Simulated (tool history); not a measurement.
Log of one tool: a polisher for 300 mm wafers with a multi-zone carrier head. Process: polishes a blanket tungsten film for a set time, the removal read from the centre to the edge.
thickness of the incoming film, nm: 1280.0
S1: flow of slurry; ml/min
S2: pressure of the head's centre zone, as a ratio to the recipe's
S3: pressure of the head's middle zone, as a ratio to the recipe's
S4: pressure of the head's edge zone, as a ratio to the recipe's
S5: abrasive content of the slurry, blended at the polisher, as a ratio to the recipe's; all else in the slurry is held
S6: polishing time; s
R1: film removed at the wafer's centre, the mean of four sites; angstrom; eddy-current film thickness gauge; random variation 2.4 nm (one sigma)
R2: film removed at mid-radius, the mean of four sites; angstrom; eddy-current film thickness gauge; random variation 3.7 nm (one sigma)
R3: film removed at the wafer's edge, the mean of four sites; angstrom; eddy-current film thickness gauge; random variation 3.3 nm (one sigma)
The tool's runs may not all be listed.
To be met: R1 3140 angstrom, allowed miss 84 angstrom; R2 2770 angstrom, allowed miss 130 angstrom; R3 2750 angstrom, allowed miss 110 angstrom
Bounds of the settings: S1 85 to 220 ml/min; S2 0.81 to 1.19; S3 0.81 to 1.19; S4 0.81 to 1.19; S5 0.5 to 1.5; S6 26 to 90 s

| run | hour | S1 | S2 | S3 | S4 | S5 | S6 | R1 | R2 | R3 |
|---|---|---|---|---|---|---|---|---|---|---|
| 1 | 0 | 140 | 1 | 1 | 1 | 1 | 58 | 2102.2 | 2194 | 2157.7 |
| 2 | 0.7 | 150 | 1.04 | 1.01 | 1.03 | 1.1 | 58 | 2282 | 2254.1 | 2293 |
| 3 | 6 | 130 | 1.04 | 1.01 | 1.03 | 1.1 | 58 | 2192.3 | 2201.8 | 2277.5 |
| 4 | 10.5 | 130 | 1.04 | 1.01 | 0.97 | 1.1 | 58 | 2198.8 | 2212.8 | 2174.3 |
|  | 16.8 | slurry nozzle cleaned |
| 5 | 16.8 | 130 | 1.04 | 1.01 | 0.97 | 1.1 | 71 | 2948.8 | 2923.1 | 2820.3 |
| 6 | 25.7 | 130 | 1.04 | 1.01 | 0.97 | 1.1 | 63 | 2612.7 | 2580 | 2550.1 |
| 7 | 26.7 | 140 | 1.06 | 1.01 | 0.97 | 1.1 | 63 | 2753.6 | 2557.5 | 2497.1 |
| 8 | 30.4 | 150 | 1.06 | 1.01 | 0.98 | 1.15 | 63 | 2739.8 | 2716.9 | 2669.2 |
| 9 | 37 | 155 | 1.07 | 1 | 0.98 | 1.1 | 63 | 2769.9 | 2632.3 | 2570.1 |
| 10 | 41.9 | 165 | 1.08 | 0.99 | 0.98 | 1.1 | 63 | 2854.7 | 2626.5 | 2640 |
| 11 | 43.3 | 175 | 1.09 | 0.99 | 0.98 | 1.1 | 63 | 2892.6 | 2680.1 | 2626.7 |

Which of these 4 next moves meets every target?
| A | 44.7 | 205 | 1.1 | 0.97 | 0.98 | 1.3 | 63 | ? | ? | ? |
| B | 44.7 | 180 | 1.11 | 1.01 | 0.9 | 0.85 | 67 | ? | ? | ? |
| C | 44.7 | 210 | 1.11 | 0.83 | 0.94 | 1.3 | 64 | ? | ? | ? |
| D | 44.7 | 180 | 0.99 | 0.99 | 1.05 | 1.2 | 63 | ? | ? | ? |

| move | R1 | R2 | R3 |
|---|---|---|---|
| A | 3176.2 | 2769.2 | 2796.2 |
| B | 3001.2 | 2688.7 | 2531.8 |
| C | 3262.9 | 2479.7 | 2796.7 |
| D | 2758.1 | 2713.6 | 2796.4 |
A: meets every target
B: nearer than the last run, and not there yet
C: takes the result that was furthest off past its target
D: further off than the last run
Move A is the one to make.
